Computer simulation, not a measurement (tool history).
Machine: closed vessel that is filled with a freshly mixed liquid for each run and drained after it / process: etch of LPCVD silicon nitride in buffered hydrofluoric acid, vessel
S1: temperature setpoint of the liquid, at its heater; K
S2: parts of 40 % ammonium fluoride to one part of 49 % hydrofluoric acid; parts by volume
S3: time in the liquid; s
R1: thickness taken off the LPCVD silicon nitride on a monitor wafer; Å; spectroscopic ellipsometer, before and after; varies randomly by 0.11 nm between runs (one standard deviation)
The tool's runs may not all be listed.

{"run": 1, "hour": 0.0, "S1": 297.15, "S2": 16.5, "S3": 2565, "R1": 193.97}
{"run": 2, "hour": 9.0, "S1": 296.65, "S2": 16.5, "S3": 2565, "R1": 188.32}
{"run": 3, "hour": 12.7, "S1": 296.65, "S2": 16.5, "S3": 2565, "R1": 188.37}
{"run": 4, "hour": 15.8, "S1": 296.65, "S2": 16.5, "S3": 2565, "R1": 188.02}
{"run": 5, "hour": 17.0, "S1": 294.15, "S2": 16.5, "S3": 2565, "R1": 164.27}
{"run": 6, "hour": 21.2, "S1": 294.15, "S2": 21, "S3": 2565, "R1": 134.72}
{"run": 7, "hour": 30.1, "S1": 294.65, "S2": 21, "S3": 2565, "R1": 139.02}

Predict the results of run 8:
{"hour": 34.5, "done": "hydrofluoric acid flow meter replaced"}
{"run": 8, "hour": 34.5, "S1": 295.15, "S2": 21, "S3": 2565, "R1": "?"}

R1: 151.15 Å
